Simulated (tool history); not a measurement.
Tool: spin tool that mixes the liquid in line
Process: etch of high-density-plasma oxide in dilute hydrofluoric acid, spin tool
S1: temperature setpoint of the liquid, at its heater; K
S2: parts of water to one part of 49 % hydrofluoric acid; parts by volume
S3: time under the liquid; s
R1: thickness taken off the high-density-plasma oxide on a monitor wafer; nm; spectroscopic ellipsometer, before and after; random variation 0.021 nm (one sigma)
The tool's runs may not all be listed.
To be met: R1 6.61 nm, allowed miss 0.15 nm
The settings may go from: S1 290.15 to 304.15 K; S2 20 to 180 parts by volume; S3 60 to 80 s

run	hour	S1	S2	S3	R1
1	0	296.15	100	80	8.2249
2	7.2	294.65	100	80	7.7281
3	11	293.65	100	80	7.3894
4	15.7	293.15	100	80	7.2343
5	23.9	293.15	100	60	5.4712
6	24.9	293.15	100	60	5.4568
7	28.2	293.65	100	60	5.547
8	33.1	294.15	100	60	5.6984
9	39.8	294.65	100	60	5.7908

4 next moves are on the table. One of them brings every result within its allowed miss. Which?
A	46.5	292.65	105	75	?
B	46.5	292.65	95	70	?
C	46.5	295.65	90	65	?
D	46.5	296.15	100	60	?

move	R1
A	6.3642
B	6.638
C	7.3986
D	6.1965
A: nearer than the last run, and not there yet
B: meets every target
C: takes the result that was furthest off past its target
D: nearer than the last run, and not there yet
The right move is B.
